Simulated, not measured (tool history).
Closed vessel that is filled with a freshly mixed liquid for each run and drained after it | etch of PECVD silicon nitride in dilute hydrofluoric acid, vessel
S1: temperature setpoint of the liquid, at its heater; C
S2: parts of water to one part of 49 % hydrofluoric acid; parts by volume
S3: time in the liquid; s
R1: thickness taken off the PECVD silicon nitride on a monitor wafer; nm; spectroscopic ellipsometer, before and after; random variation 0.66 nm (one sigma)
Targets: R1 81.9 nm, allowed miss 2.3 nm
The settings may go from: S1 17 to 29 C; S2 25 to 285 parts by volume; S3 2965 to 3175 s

run  hour    S1   S2    S3      R1
  1     0    21  155  2965  49.154
  2     3    23  155  2965  55.955
  3  11.6  24.5  155  2965  60.882
  4  18.9  24.5  155  3175  65.441
  5  20.5    25  155  3175  67.575
  6    30  25.5  155  3175  69.994
  7  38.6    26  155  3175  71.929
  8  48.2  28.5  155  3175  84.251

Which of these 5 next moves meets every target?
  A  57.8    27  150  3125   ?
  B  57.8    28  155  3015   ?
  C  57.8  26.5  140  2965   ?
  D  57.8    26  135  3110   ?
  E  57.8  27.5  150  2965   ?

move      R1
   A  77.682
   B  77.197
   C  76.517
   D  80.619
   E  76.052
A: takes the result that was furthest off past its target
B: takes the result that was furthest off past its target
C: takes the result that was furthest off past its target
D: meets every target
E: takes the result that was furthest off past its target
Answer: D
